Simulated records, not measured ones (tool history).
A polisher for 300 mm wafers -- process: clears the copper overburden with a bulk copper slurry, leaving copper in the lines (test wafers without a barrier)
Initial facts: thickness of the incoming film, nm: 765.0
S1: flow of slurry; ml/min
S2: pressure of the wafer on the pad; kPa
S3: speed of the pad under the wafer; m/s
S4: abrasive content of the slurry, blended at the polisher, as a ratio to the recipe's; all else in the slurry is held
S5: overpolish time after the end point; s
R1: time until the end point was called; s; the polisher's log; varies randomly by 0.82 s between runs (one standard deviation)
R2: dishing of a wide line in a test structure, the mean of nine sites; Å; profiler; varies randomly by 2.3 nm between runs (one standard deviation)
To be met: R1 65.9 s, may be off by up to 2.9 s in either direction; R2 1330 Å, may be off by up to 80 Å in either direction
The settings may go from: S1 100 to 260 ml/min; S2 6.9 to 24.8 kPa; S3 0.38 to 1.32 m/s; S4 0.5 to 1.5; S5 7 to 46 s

run,hour,S1,S2,S3,S4,S5,R1,R2
1,0,165,15.9,0.84,1,24,128.38,756.66
2,1.4,165,15.9,0.84,0.85,24,132.47,744.76
3,5.2,165,15.9,0.84,0.85,17,132.3,590.81
4,6.8,200,15.9,0.84,0.85,17,131.35,606.67
5,11.2,200,17.9,0.88,0.85,20,110.27,776.18
6,19.2,200,20,0.9,0.85,21,97.782,864.92
7,24.6,205,24.1,1.04,0.85,28,68.945,1267.7
8,26.1,205,24.1,1.04,0.85,28,69.709,1259.1

Of the 5 settings listed for the next run, only one would bring every result within its allowed miss of target. Which one?
A,27.6,185,24.1,0.98,0.9,26,?,?
B,27.6,185,24.8,1.26,0.55,37,?,?
C,27.6,215,23.4,1.14,0.85,33,?,?
D,27.6,225,24.8,0.96,0.85,32,?,?
E,27.6,150,24.8,1.16,1.2,27,?,?

move,R1,R2
A,72.54,1175.1
B,59.775,1448.1
C,63.845,1355.9
D,71.02,1305
E,58.505,1317.2
A: moves away from the targets compared with the last run
B: pushes the last run's worst result past its target
C: meets every target
D: moves away from the targets compared with the last run
E: pushes the last run's worst result past its target
C meets every target.
